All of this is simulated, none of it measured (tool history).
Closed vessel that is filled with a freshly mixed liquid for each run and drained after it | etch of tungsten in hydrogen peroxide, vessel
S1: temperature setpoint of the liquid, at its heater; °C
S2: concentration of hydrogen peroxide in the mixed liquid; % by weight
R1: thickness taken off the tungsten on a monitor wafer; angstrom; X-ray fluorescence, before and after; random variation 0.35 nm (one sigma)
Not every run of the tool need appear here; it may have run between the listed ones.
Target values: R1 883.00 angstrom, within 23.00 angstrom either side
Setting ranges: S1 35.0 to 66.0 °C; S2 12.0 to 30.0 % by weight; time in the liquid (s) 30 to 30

Run 1, day 0.000: S1 51.0 °C, S2 23.0 % by weight, time in the liquid (s) 30. Result: R1 539.58 angstrom.
Run 2, day 0.279: S1 52.0 °C, S2 23.0 % by weight, time in the liquid (s) 30. Result: R1 575.73 angstrom.
Run 3, day 0.383: S1 52.0 °C, S2 18.0 % by weight, time in the liquid (s) 30. Result: R1 510.58 angstrom.
Run 4, day 0.696: S1 53.5 °C, S2 18.0 % by weight, time in the liquid (s) 30. Result: R1 557.75 angstrom.
Run 5, day 0.954: S1 53.5 °C, S2 13.0 % by weight, time in the liquid (s) 30. Result: R1 472.78 angstrom.
Run 6, day 1.258: S1 55.0 °C, S2 13.0 % by weight, time in the liquid (s) 30. Result: R1 515.19 angstrom.
Run 7, day 1.367: S1 56.5 °C, S2 13.0 % by weight, time in the liquid (s) 30. Result: R1 567.87 angstrom.
Run 8, day 1.496: S1 57.5 °C, S2 13.0 % by weight, time in the liquid (s) 30. Result: R1 597.90 angstrom.
Run 9, day 1.800: S1 58.5 °C, S2 13.0 % by weight, time in the liquid (s) 30. Result: R1 635.10 angstrom.
Run 10, day 2.183: S1 65.0 °C, S2 13.0 % by weight, time in the liquid (s) 30. Result: R1 920.35 angstrom.

Exercise: of the 5 proposed moves below, exactly one satisfies all targets within the stated allowed misses. Which move is it?
Run A, day 2.567: S1 60.5 °C, S2 18.5 % by weight, time in the liquid (s) 30. Result: R1 ?.
Run B, day 2.567: S1 64.0 °C, S2 12.5 % by weight, time in the liquid (s) 30. Result: R1 ?.
Run C, day 2.567: S1 64.5 °C, S2 13.0 % by weight, time in the liquid (s) 30. Result: R1 ?.
Run D, day 2.567: S1 66.0 °C, S2 12.0 % by weight, time in the liquid (s) 30. Result: R1 ?.
Run E, day 2.567: S1 63.5 °C, S2 12.0 % by weight, time in the liquid (s) 30. Result: R1 ?.

move      R1
   A  845.98
   B  848.15
   C  889.54
   D  929.16
   E  807.98
A: carries the result that was furthest off beyond its target, to the other side
B: carries the result that was furthest off beyond its target, to the other side
C: all results land within tolerance of their targets
D: lands further from the targets than the last run did
E: carries the result that was furthest off beyond its target, to the other side
The move that meets every target is C.
